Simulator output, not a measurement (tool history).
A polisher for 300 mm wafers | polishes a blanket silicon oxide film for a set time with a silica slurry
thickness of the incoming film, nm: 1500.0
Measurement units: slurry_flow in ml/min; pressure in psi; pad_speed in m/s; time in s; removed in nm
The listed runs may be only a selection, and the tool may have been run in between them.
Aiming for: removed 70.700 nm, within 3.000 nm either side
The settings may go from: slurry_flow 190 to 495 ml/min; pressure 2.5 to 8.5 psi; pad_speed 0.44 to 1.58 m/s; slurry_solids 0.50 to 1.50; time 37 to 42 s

run    day  slurry_flow  pressure  pad_speed  slurry_solids  time  removed
  1  0.000          320       5.5       1.00           1.00    42  138.430
  2  0.254          320       5.5       1.00           1.00    37  121.920
  3  0.558          320       6.1       1.00           1.00    37  133.960
  4  0.679          320       6.1       1.00           1.15    37  142.510
  5  0.738          320       5.7       0.98           1.15    37  131.510
  6  0.825          320       5.4       0.96           1.15    37  122.610
  7  0.983          320       5.1       0.94           1.15    37  115.440
  8  1.167          320       4.8       0.92           1.15    37  106.050
  9  1.350          320       4.6       0.92           1.15    37  101.930
 10  1.525          320       4.4       0.92           1.15    37   98.062
 11  1.604          320       4.2       0.92           1.15    37   96.046
 12  1.654          320       4.0       0.92           1.15    37   89.990
 13  1.962          320       3.9       0.92           1.15    37   87.501
 14  2.229          320       3.8       0.92           1.15    37   87.291
 15  2.333          320       3.7       0.92           1.15    37   84.837
 16  2.600          320       3.6       0.92           1.15    37   81.722
 17  2.662          320       3.6       0.92           1.15    37   81.732
 18  2.988          320       3.5       0.92           1.15    37   79.981
 19  3.338          320       3.4       0.92           1.15    37   78.958
 20  3.575          320       3.3       0.92           1.15    37   75.748

Pick the move, out of 4, that brings all results within their allowed miss; only one does.
  A  3.812          295       3.4       0.94           1.00    42        ?
  B  3.812          425       3.1       0.76           1.50    41        ?
  C  3.812          295       3.5       0.76           1.15    37        ?
  D  3.812          365       3.6       0.92           1.10    37        ?

move  removed
   A   86.089
   B   77.189
   C   69.227
   D   81.978
A: further off than the last run
B: further off than the last run
C: all results land within tolerance of their targets
D: further off than the last run
So the answer is move C, the one that meets all the targets.
